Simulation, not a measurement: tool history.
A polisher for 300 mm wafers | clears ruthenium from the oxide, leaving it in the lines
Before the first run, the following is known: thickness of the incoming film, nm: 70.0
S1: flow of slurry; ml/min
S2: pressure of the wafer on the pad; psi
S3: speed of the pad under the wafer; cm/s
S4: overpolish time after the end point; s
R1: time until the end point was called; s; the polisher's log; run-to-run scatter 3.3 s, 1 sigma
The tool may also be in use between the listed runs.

| run | hour | S1 | S2 | S3 | S4 | R1 |
|---|---|---|---|---|---|---|
| 1 | 0.0 | 125 | 1.5 | 98 | 27 | 89.156 |
| 2 | 7.3 | 125 | 1.5 | 98 | 27 | 91.075 |
| 3 | 11.0 | 125 | 1.3 | 94 | 27 | 107.820 |
| 4 | 19.5 | 150 | 1.3 | 94 | 27 | 103.460 |
| 5 | 26.0 | 150 | 1.2 | 90 | 27 | 119.320 |
| 6 | 27.2 | 150 | 1.1 | 88 | 27 | 126.250 |
| 7 | 35.5 | 150 | 1.0 | 86 | 27 | 145.860 |
| 8 | 42.9 | 145 | 0.7 | 84 | 27 | 210.410 |
| 9 | 45.7 | 150 | 0.7 | 84 | 27 | 204.900 |
| 10 | 49.9 | 155 | 0.7 | 84 | 27 | 203.310 |

Run 11, settings as shown, results not yet in. Your forecast:
| 11 | 52.0 | 160 | 0.7 | 84 | 27 | ? |

R1: 209.550 s
